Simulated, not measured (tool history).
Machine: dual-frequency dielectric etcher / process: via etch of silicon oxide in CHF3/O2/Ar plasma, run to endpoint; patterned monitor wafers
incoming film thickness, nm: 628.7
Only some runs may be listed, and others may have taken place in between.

Run 1, hour 0: source power (W) 580, bias power (W) 169. Result: endpoint time (s) 324.94.
Run 2, hour 4.6: source power (W) 600, bias power (W) 173. Result: endpoint time (s) 313.49.
Run 3, hour 10.9: source power (W) 620, bias power (W) 174. Result: endpoint time (s) 313.46.
Run 4, hour 15.9: source power (W) 620, bias power (W) 200. Result: endpoint time (s) 290.5.
Run 5, hour 22.9: source power (W) 560, bias power (W) 200. Result: endpoint time (s) 303.86.
Run 6, hour 27.2: source power (W) 560, bias power (W) 181. Result: endpoint time (s) 315.16.
Run 7, hour 32: source power (W) 580, bias power (W) 185. Result: endpoint time (s) 308.72.
Run 8, hour 35.9: source power (W) 600, bias power (W) 188. Result: endpoint time (s) 306.07.
Run 9, hour 36.8: source power (W) 620, bias power (W) 191. Result: endpoint time (s) 295.63.

Expected results for the next run?
Run 10, hour 42.9: source power (W) 620, bias power (W) 191. Result: endpoint time (s) ?.

Run 10 yielded endpoint time (s) 295.67.
